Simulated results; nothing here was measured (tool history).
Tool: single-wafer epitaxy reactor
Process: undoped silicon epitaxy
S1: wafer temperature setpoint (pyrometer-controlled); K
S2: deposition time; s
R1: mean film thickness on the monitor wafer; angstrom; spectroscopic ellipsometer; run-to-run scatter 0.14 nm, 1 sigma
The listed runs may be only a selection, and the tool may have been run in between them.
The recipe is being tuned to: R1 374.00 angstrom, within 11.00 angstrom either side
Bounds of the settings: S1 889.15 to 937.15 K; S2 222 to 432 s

{"run": 1, "hour": 0.0, "S1": 913.15, "S2": 327, "R1": 450.87}
{"run": 2, "hour": 1.7, "S1": 913.15, "S2": 310, "R1": 428.46}
{"run": 3, "hour": 7.8, "S1": 909.15, "S2": 310, "R1": 388.3}
{"run": 4, "hour": 11.7, "S1": 918.15, "S2": 310, "R1": 487.06}
{"run": 5, "hour": 18.1, "S1": 916.15, "S2": 310, "R1": 458.77}
{"run": 6, "hour": 26.4, "S1": 916.15, "S2": 336, "R1": 502.83}
{"run": 7, "hour": 29.0, "S1": 914.15, "S2": 336, "R1": 477.03}
{"run": 8, "hour": 37.0, "S1": 913.15, "S2": 336, "R1": 465.63}
{"run": 9, "hour": 45.6, "S1": 912.15, "S2": 336, "R1": 451.98}
{"run": 10, "hour": 51.9, "S1": 911.15, "S2": 336, "R1": 442.41}
{"run": 11, "hour": 53.1, "S1": 910.15, "S2": 336, "R1": 429.09}
{"run": 12, "hour": 59.6, "S1": 909.15, "S2": 336, "R1": 417.75}
{"run": 13, "hour": 62.3, "S1": 908.15, "S2": 336, "R1": 405.31}
{"run": 14, "hour": 65.5, "S1": 906.15, "S2": 336, "R1": 389.47}

Which of these 4 next moves meets every target?
{"run": "A", "hour": 68.7, "S1": 906.15, "S2": 340, "R1": "?"}
{"run": "B", "hour": 68.7, "S1": 913.15, "S2": 273, "R1": "?"}
{"run": "C", "hour": 68.7, "S1": 910.15, "S2": 312, "R1": "?"}
{"run": "D", "hour": 68.7, "S1": 907.15, "S2": 334, "R1": "?"}

move=A R1=394.65
move=B R1=378.87
move=C R1=401.23
move=D R1=397.79
A: further off than the last run
B: all results land within tolerance of their targets
C: further off than the last run
D: further off than the last run
The move that meets every target is B.
